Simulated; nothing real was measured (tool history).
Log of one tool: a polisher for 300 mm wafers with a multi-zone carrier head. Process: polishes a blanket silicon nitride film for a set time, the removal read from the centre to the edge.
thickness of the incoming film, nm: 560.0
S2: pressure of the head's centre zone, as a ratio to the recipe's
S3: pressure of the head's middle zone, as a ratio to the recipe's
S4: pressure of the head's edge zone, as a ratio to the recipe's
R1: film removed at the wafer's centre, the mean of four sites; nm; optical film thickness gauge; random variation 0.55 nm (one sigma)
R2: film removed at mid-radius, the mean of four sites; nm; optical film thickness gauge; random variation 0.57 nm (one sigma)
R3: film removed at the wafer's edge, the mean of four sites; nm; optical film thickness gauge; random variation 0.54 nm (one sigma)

{"run": 1, "hour": 0.0, "flow of slurry (ml/min)": 185, "S2": 1, "S3": 1, "S4": 1, "polishing time (s)": 46, "R1": 57.045, "R2": 56.847, "R3": 57.488}
{"run": 2, "hour": 3.5, "flow of slurry (ml/min)": 195, "S2": 1.02, "S3": 1.01, "S4": 1.03, "polishing time (s)": 47, "R1": 60.818, "R2": 59.119, "R3": 57.91}
{"run": 3, "hour": 7.0, "flow of slurry (ml/min)": 195, "S2": 0.96, "S3": 1.01, "S4": 1.03, "polishing time (s)": 47, "R1": 57.319, "R2": 58.869, "R3": 59.382}
{"run": 4, "hour": 9.9, "flow of slurry (ml/min)": 200, "S2": 0.97, "S3": 1, "S4": 1.04, "polishing time (s)": 49, "R1": 60.101, "R2": 61.584, "R3": 62.025}
{"run": 5, "hour": 15.1, "flow of slurry (ml/min)": 200, "S2": 0.97, "S3": 1, "S4": 1, "polishing time (s)": 49, "R1": 60.461, "R2": 61.702, "R3": 60.546}
{"run": 6, "hour": 19.9, "flow of slurry (ml/min)": 200, "S2": 0.99, "S3": 1, "S4": 1.03, "polishing time (s)": 50, "R1": 61.626, "R2": 62.672, "R3": 62.234}

Run 7 comes next. What will it give?
{"run": 7, "hour": 27.7, "flow of slurry (ml/min)": 200, "S2": 1.01, "S3": 0.99, "S4": 1.05, "polishing time (s)": 52, "R1": "?", "R2": "?", "R3": "?"}

R1: 65.364 nm
R2: 64.309 nm
R3: 66.625 nm

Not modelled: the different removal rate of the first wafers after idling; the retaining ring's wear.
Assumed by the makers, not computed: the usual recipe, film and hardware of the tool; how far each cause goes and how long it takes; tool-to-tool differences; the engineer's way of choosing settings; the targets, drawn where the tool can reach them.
